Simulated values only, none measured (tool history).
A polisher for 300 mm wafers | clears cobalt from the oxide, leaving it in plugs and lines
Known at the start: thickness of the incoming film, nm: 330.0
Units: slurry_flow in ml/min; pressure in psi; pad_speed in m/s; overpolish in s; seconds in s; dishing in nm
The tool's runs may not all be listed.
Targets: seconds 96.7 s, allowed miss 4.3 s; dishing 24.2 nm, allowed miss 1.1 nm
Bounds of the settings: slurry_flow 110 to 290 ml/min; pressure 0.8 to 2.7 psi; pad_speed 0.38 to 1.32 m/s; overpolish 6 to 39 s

| run | hour | slurry_flow | pressure | pad_speed | overpolish | seconds | dishing |
|---|---|---|---|---|---|---|---|
| 1 | 0 | 185 | 1.7 | 0.84 | 20 | 107.41 | 34.569 |
| 2 | 6.1 | 185 | 2 | 0.84 | 20 | 93.012 | 38.28 |
| 3 | 10.2 | 185 | 1.8 | 0.84 | 20 | 104.81 | 35.725 |
| 4 | 15.1 | 185 | 1.8 | 0.84 | 15 | 103.53 | 30.199 |
| 5 | 18 | 185 | 2.1 | 0.84 | 15 | 89.921 | 32.769 |
| 6 | 20.4 | 185 | 2.1 | 0.84 | 12 | 89.836 | 28.636 |
| 7 | 24.1 | 185 | 2.1 | 0.84 | 11 | 90.491 | 27.168 |
| 8 | 33 | 185 | 2.1 | 0.84 | 10 | 89.154 | 26.201 |
| 9 | 39.1 | 180 | 2 | 0.84 | 9 | 93.044 | 22.67 |
| 10 | 42.8 | 185 | 2 | 0.84 | 9 | 91.581 | 22.748 |

Which of these 5 next moves meets every target?
| A | 46.5 | 175 | 2 | 0.86 | 8 | ? | ? |
| B | 46.5 | 185 | 1.9 | 0.86 | 10 | ? | ? |
| C | 46.5 | 140 | 2 | 0.84 | 9 | ? | ? |
| D | 46.5 | 160 | 1.5 | 1.28 | 8 | ? | ? |
| E | 46.5 | 145 | 2.5 | 0.78 | 9 | ? | ? |

| move | seconds | dishing |
|---|---|---|
| A | 93.905 | 21.386 |
| B | 97.829 | 24.457 |
| C | 100.25 | 22.246 |
| D | 85.561 | 22.911 |
| E | 85.972 | 24.852 |
A: further off than the last run
B: meets every target
C: further off than the last run
D: further off than the last run
E: brings the result that was furthest off to its target, and leaves another outside
Answer: B
